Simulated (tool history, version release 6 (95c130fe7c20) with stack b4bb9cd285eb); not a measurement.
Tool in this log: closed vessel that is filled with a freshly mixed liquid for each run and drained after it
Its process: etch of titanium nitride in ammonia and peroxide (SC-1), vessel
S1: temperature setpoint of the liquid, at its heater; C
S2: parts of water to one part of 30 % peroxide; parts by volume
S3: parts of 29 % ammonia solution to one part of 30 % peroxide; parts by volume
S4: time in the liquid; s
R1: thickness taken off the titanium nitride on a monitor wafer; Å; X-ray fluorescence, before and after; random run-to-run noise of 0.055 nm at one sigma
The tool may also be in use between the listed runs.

run  hour    S1  S2   S3  S4      R1
  1     0    56   7  0.4  45  33.712
  2     8    58   7  0.4  45   38.42
  3  14.2    55   7  0.4  45  31.555
  4  22.6    57   7  0.4  45  35.749
  5  29.2    59   7  0.4  45  41.653
  6    30    59   9  0.4  45  36.503
  7  38.1  60.5   9  0.4  45  40.191
  8    39    62   9  0.4  45  43.448
  9  44.9  63.5   9  0.4  45  47.961
 10  51.6  64.5   9  0.4  45  51.738
 11  59.7  65.5   9  0.4  45   55.27

Run 12 has not been measured yet. What should we expect?
 12  61.9  66   9  0.4  45   ?

{"run 12": {"R1": 58.125}}

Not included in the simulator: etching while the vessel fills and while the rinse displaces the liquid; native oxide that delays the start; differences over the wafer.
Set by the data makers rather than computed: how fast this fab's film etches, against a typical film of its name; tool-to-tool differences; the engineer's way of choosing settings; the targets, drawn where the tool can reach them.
